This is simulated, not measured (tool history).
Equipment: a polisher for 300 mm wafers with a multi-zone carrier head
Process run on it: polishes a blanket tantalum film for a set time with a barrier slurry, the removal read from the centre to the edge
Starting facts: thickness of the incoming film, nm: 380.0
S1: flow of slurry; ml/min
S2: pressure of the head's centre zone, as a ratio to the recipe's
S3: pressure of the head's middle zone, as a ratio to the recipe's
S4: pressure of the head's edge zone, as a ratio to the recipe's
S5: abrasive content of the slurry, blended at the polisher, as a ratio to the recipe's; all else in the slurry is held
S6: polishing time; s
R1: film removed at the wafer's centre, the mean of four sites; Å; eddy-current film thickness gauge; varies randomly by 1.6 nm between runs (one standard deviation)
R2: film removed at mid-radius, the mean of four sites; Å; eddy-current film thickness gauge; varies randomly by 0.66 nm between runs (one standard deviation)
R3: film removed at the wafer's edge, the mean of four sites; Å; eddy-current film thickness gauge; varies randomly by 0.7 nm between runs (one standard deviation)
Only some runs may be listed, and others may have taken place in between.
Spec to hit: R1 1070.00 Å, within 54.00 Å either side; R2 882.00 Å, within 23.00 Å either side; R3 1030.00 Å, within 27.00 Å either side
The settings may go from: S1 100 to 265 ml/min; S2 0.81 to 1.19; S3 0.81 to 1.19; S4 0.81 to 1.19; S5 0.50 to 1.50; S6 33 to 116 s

run  hour   S1    S2    S3    S4    S5  S6       R1      R2      R3
  1   0.0  170  1.00  1.00  1.00  1.00  74   824.90  817.00  826.80
  2   6.0  175  1.01  0.99  1.02  1.05  74   842.09  830.61  847.58
  3  10.0  180  1.02  0.98  1.04  1.10  74   843.86  824.71  867.96
  4  11.6  185  1.04  0.97  1.05  1.15  74   939.51  833.43  885.14
  5  16.4  185  1.04  0.97  1.05  1.15  64   779.10  733.77  777.33
  6  24.3  185  1.09  0.97  1.05  1.15  64   836.72  722.84  769.27
  7  29.4  185  1.09  0.97  1.05  1.15  64   809.08  731.39  774.90
  8  32.8  190  1.09  0.97  1.06  1.20  65   865.68  757.52  804.71
  9  34.1  210  1.01  0.92  1.16  1.45  72   926.96  846.21  970.83
 10  40.5  215  1.02  0.92  1.16  1.45  72   930.42  845.14  970.33
 11  49.3  215  1.03  0.92  1.16  1.45  72   945.35  840.27  981.69
 12  53.6  220  1.04  0.92  1.16  1.45  72   935.66  843.86  979.50
 13  60.3  220  1.05  0.92  1.16  1.45  72   961.15  850.02  980.76
 14  67.4  220  1.06  0.92  1.16  1.45  72   971.94  844.11  977.17
 15  70.1  220  1.07  0.92  1.16  1.45  72   972.47  835.23  983.32
 16  75.5  220  1.08  0.92  1.16  1.45  72  1016.20  848.19  983.59

Pick the move, out of 4, that brings all results within their allowed miss; only one does.
  A  80.9  225  1.03  0.94  1.19  1.50  70   ?   ?   ?
  B  80.9  250  1.04  0.92  1.13  1.40  71   ?   ?   ?
  C  80.9  255  1.12  0.91  1.17  1.50  74   ?   ?   ?
  D  80.9  210  1.00  0.92  1.17  1.15  80   ?   ?   ?

move       R1      R2       R3
   A   915.68  852.00   982.80
   B   935.79  846.00   964.59
   C  1069.40  888.56  1041.00
   D   944.59  890.47  1038.80
A: moves away from the targets compared with the last run
B: moves away from the targets compared with the last run
C: every result within its allowed miss
D: corrects the largest miss of the last run, while another result sits out of spec
So the answer is move C, the one that meets all the targets.
